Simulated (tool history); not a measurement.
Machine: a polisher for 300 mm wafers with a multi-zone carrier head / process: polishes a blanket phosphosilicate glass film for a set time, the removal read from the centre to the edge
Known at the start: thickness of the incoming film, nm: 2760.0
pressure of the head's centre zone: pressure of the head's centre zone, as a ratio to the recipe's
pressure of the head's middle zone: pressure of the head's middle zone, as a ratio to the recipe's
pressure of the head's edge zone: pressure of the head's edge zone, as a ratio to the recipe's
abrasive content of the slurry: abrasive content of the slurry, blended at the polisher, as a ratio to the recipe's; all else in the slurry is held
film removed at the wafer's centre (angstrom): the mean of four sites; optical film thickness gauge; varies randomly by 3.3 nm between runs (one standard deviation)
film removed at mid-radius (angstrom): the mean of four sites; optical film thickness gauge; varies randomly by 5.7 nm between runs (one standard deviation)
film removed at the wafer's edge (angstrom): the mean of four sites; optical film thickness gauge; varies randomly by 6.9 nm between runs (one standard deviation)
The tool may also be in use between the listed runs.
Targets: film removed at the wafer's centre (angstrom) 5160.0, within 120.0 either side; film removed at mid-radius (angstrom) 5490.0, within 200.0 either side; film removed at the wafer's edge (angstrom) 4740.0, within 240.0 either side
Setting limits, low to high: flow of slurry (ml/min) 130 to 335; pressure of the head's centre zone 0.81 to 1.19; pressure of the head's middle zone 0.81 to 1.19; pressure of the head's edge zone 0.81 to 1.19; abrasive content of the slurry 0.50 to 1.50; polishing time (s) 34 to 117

run  hour  flow of slurry (ml/min)  pressure of the head's centre zone  pressure of the head's middle zone  pressure of the head's edge zone  abrasive content of the slurry  polishing time (s)  film removed at the wafer's centre (angstrom)  film removed at mid-radius (angstrom)  film removed at the wafer's edge (angstrom)
  1   0.0                      215                                1.00                                1.00                              1.00                            1.00                  75                                         8546.2                                 8528.1                                       8576.1
  2   7.8                      220                                1.00                                1.02                              0.94                            0.85                  69                                         7452.4                                 7562.2                                       7141.3
  3  15.0                      220                                1.00                                0.96                              0.94                            0.85                  69                                         7462.2                                 7311.4                                       7214.7
  4  19.7                      220                                0.99                                0.98                              0.90                            0.75                  65                                         6554.9                                 6607.3                                       6364.4
  5  28.5                      220                                0.99                                1.05                              0.90                            0.75                  65                                         6623.9                                 6987.9                                       6338.1
  6  36.3                      220                                0.99                                1.12                              0.90                            0.75                  65                                         6582.1                                 7412.0                                       6426.5
  7  43.3                      230                                0.99                                1.10                              0.87                            0.65                  62                                         6038.4                                 6477.3                                       5674.8
  8  44.0                      240                                0.98                                1.10                              0.85                            0.60                  60                                         5637.3                                 6158.6                                       5377.2
  9  52.2                      235                                0.98                                1.10                              0.84                            0.55                  59                                         5312.4                                 5850.4                                       5099.3
 10  56.4                      230                                0.99                                1.10                              0.83                            0.55                  59                                         5435.1                                 5954.8                                       5107.7
 11  60.3                      230                                0.99                                1.09                              0.82                            0.55                  58                                         5336.7                                 5709.4                                       4814.9
 12  67.0                      225                                0.99                                1.08                              0.82                            0.55                  58                                         5247.9                                 5674.4                                       5079.7
 13  70.2                      240                                0.99                                1.08                              0.82                            0.55                  58                                         5326.7                                 5827.2                                       4875.8
 14  75.2                      240                                0.99                                1.07                              0.82                            0.55                  58                                         5297.4                                 5748.1                                       4830.8

Exercise: of the 5 proposed moves below, exactly one satisfies all targets within the stated allowed misses. Which move is it?
  A  80.2                      180                                1.05                                1.00                              0.86                            0.50                  62                                              ?                                      ?                                            ?
  B  80.2                      285                                0.99                                1.06                              0.81                            0.65                  52                                              ?                                      ?                                            ?
  C  80.2                      230                                0.94                                1.14                              0.82                            0.50                  61                                              ?                                      ?                                            ?
  D  80.2                      270                                0.98                                1.18                              0.84                            0.70                  52                                              ?                                      ?                                            ?
  E  80.2                      335                                1.06                                1.03                              0.81                            0.65                  51                                              ?                                      ?                                            ?

move  film removed at the wafer's centre (angstrom)  film removed at mid-radius (angstrom)  film removed at the wafer's edge (angstrom)
   A                                         5598.0                                 5398.7                                       5013.5
   B                                         5190.8                                 5545.3                                       4723.4
   C                                         5108.1                                 6133.2                                       4951.6
   D                                         5255.9                                 6218.3                                       4893.9
   E                                         5542.0                                 5384.1                                       4686.7
A: corrects the largest miss of the last run, while another result sits out of spec
B: in spec on every target
C: lands further from the targets than the last run did
D: lands further from the targets than the last run did
E: corrects the largest miss of the last run, while another result sits out of spec
Move B is the one to make.
